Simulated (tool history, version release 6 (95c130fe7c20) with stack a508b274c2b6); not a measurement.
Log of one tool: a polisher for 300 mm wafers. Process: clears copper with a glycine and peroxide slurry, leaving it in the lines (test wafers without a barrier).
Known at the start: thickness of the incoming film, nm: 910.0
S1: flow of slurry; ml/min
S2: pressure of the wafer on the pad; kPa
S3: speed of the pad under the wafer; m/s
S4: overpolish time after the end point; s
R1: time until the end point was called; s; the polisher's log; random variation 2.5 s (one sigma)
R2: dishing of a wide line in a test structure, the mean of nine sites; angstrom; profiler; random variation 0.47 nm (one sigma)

| run | day | S1 | S2 | S3 | S4 | R1 | R2 |
|---|---|---|---|---|---|---|---|
| 1 | 0.000 | 175 | 22.8 | 0.98 | 21 | 148.46 | 717.97 |
| 2 | 0.204 | 175 | 19.3 | 0.98 | 21 | 172.23 | 634.78 |
| 3 | 0.496 | 165 | 17.2 | 1.08 | 17 | 172.29 | 521.54 |
| 4 | 0.654 | 165 | 22.1 | 1.08 | 17 | 142.68 | 627.76 |
| 5 | 0.833 | 165 | 16.5 | 1.08 | 17 | 178.30 | 514.80 |
| 6 | 1.012 | 165 | 16.5 | 1.32 | 17 | 158.71 | 573.95 |
| 7 | 1.112 | 215 | 14.5 | 1.04 | 7 | 201.84 | 214.77 |
| 8 | 1.304 | 210 | 15.2 | 1.04 | 7 | 194.37 | 218.90 |
| 9 | 1.362 | 200 | 15.9 | 1.04 | 7 | 190.83 | 226.15 |

Forecast run 10:
| 10 | 1.596 | 190 | 16.5 | 1.04 | 7 | ? | ? |

Run 10 gave R1 184.59 s, R2 226.87 angstrom.

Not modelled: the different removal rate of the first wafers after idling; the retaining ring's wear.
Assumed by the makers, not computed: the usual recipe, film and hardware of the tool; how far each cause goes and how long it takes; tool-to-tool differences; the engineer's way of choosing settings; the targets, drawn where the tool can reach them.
